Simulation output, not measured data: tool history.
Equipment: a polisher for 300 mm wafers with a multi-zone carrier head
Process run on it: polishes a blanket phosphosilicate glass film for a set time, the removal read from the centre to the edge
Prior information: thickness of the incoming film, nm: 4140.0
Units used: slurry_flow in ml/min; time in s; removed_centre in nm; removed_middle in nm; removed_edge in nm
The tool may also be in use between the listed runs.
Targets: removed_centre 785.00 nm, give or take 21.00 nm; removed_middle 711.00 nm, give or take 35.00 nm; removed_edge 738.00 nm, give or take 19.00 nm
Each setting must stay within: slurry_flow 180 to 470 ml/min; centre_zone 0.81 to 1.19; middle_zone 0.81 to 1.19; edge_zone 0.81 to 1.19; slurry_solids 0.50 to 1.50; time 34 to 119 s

Run 1, hour 0.0: slurry_flow 300 ml/min, centre_zone 1.00, middle_zone 1.00, edge_zone 1.00, slurry_solids 1.00, time 76 s. Result: removed_centre 660.53 nm, removed_middle 663.45 nm, removed_edge 674.62 nm.
Run 2, hour 7.8: slurry_flow 300 ml/min, centre_zone 1.00, middle_zone 0.92, edge_zone 1.00, slurry_solids 1.00, time 76 s. Result: removed_centre 654.28 nm, removed_middle 631.16 nm, removed_edge 666.72 nm.
Run 3, hour 13.3: slurry_flow 300 ml/min, centre_zone 1.00, middle_zone 0.85, edge_zone 1.00, slurry_solids 1.00, time 76 s. Result: removed_centre 650.41 nm, removed_middle 593.27 nm, removed_edge 672.71 nm.
Run 4, hour 17.9: slurry_flow 300 ml/min, centre_zone 1.00, middle_zone 0.85, edge_zone 1.00, slurry_solids 1.15, time 76 s. Result: removed_centre 702.96 nm, removed_middle 616.02 nm, removed_edge 722.89 nm.
Run 5, hour 19.5: slurry_flow 255 ml/min, centre_zone 1.00, middle_zone 0.85, edge_zone 1.00, slurry_solids 1.15, time 76 s. Result: removed_centre 691.53 nm, removed_middle 617.01 nm, removed_edge 717.89 nm.
Run 6, hour 23.5: slurry_flow 255 ml/min, centre_zone 1.01, middle_zone 0.87, edge_zone 1.00, slurry_solids 1.15, time 76 s. Result: removed_centre 698.23 nm, removed_middle 611.30 nm, removed_edge 717.75 nm.
Run 7, hour 25.4: slurry_flow 265 ml/min, centre_zone 1.02, middle_zone 0.88, edge_zone 1.00, slurry_solids 1.15, time 76 s. Result: removed_centre 712.96 nm, removed_middle 647.20 nm, removed_edge 708.10 nm.
Run 8, hour 26.3: slurry_flow 350 ml/min, centre_zone 1.07, middle_zone 0.88, edge_zone 1.06, slurry_solids 1.20, time 76 s. Result: removed_centre 783.05 nm, removed_middle 661.09 nm, removed_edge 769.61 nm.
Run 9, hour 28.2: slurry_flow 350 ml/min, centre_zone 1.07, middle_zone 0.89, edge_zone 1.05, slurry_solids 1.20, time 76 s. Result: removed_centre 783.43 nm, removed_middle 673.10 nm, removed_edge 765.10 nm.

Next run, 4 choices. One meets every target within its allowed miss, the rest don't. Which?
Run A, hour 30.1: slurry_flow 445 ml/min, centre_zone 1.06, middle_zone 0.99, edge_zone 0.93, slurry_solids 0.90, time 84 s. Result: removed_centre ?, removed_middle ?, removed_edge ?.
Run B, hour 30.1: slurry_flow 355 ml/min, centre_zone 1.07, middle_zone 0.83, edge_zone 1.08, slurry_solids 1.25, time 75 s. Result: removed_centre ?, removed_middle ?, removed_edge ?.
Run C, hour 30.1: slurry_flow 330 ml/min, centre_zone 1.12, middle_zone 0.90, edge_zone 0.91, slurry_solids 1.15, time 81 s. Result: removed_centre ?, removed_middle ?, removed_edge ?.
Run D, hour 30.1: slurry_flow 315 ml/min, centre_zone 1.09, middle_zone 0.96, edge_zone 1.01, slurry_solids 1.30, time 73 s. Result: removed_centre ?, removed_middle ?, removed_edge ?.

move  removed_centre  removed_middle  removed_edge
   A          737.35          703.64        683.59
   B          777.84          646.94        775.07
   C          836.82          707.60        736.13
   D          775.33          706.07        735.52
A: pushes the last run's worst result past its target
B: lands further from the targets than the last run did
C: meets the target for the result that was furthest off, but another lies outside its allowed miss
D: in spec on every target
So the answer is move D, the one that meets all the targets.

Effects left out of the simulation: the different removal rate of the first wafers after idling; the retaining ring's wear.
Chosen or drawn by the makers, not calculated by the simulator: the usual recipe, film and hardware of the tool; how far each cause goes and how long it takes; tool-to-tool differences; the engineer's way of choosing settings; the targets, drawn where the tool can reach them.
